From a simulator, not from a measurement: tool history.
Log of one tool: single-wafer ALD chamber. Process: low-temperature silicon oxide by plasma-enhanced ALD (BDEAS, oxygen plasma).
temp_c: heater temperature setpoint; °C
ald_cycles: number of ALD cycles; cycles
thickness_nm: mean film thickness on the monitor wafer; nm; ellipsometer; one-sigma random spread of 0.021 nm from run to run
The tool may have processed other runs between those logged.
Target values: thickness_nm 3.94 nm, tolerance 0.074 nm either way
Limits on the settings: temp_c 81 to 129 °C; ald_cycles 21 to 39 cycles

run	hour	temp_c	ald_cycles	thickness_nm
1	0	105	30	4.3901
2	7.3	109	30	4.3859
3	10.4	109	28	4.0806
4	11.6	109	25	3.6427
5	17	109	23	3.3909
6	21.9	108	24	3.5012
7	27.6	108	25	3.6475
8	29.8	108	26	3.7873

Below are 4 possible settings for the next run. Only one of them brings all results inside the allowed miss of their targets. Which is it?
A	32	110	26	?
B	32	100	24	?
C	32	106	25	?
D	32	108	27	?

move	thickness_nm
A	3.7924
B	3.5706
C	3.67
D	3.9509
A: about as far from the targets as the last run
B: misses by more than the last run did
C: misses by more than the last run did
D: each result inside its tolerance
Correct choice: D, which meets every target
